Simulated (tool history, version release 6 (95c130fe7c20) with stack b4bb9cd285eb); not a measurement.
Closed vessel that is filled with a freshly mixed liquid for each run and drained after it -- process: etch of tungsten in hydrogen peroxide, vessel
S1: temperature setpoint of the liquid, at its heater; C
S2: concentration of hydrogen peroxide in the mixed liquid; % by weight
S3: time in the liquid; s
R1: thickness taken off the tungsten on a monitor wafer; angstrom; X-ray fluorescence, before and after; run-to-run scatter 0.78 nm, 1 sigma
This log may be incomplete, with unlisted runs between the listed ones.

run	hour	S1	S2	S3	R1
1	0	54	15.5	105	1908.4
2	1.9	59.5	15.5	105	2679.5
3	3.9	54	15.5	105	1906.2
4	5.7	54	13	105	1742.8
5	10.8	53	13	105	1612.9
6	17	53	13	105	1642.3
7	19.2	52	13	105	1530
# hour 20.6: thermometer replaced
8	20.6	51	13	105	1601.2
9	22	49.5	13	105	1464.4
10	28.1	48.5	13	105	1380.9

Run 11, settings as shown, results not yet in. Your forecast:
11	33.3	44.5	13	105	?

{"run 11": {"R1": 1080.5}}
